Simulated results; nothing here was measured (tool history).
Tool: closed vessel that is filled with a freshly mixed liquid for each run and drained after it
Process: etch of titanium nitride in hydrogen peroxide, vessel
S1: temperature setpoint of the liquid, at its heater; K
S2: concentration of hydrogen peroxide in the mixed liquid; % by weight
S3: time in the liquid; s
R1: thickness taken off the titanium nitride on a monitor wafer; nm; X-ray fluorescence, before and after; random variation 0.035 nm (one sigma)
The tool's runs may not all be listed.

run 1 hour=0 | S1=326.15 S2=23 S3=120 | R1=6.2559
run 2 hour=5.9 | S1=326.15 S2=23 S3=130 | R1=6.7051
run 3 hour=13.9 | S1=326.15 S2=23 S3=120 | R1=6.1669
run 4 hour=18.5 | S1=320.15 S2=23 S3=120 | R1=3.9566
run 5 hour=20 | S1=320.15 S2=23 S3=120 | R1=3.9865
run 6 hour=27.5 | S1=320.65 S2=23 S3=120 | R1=4.1996

Run 7 comes next. What will it give?
run 7 hour=35.7 | S1=321.15 S2=23 S3=120 | R1=?

{"run 7": {"R1": 4.3693}}
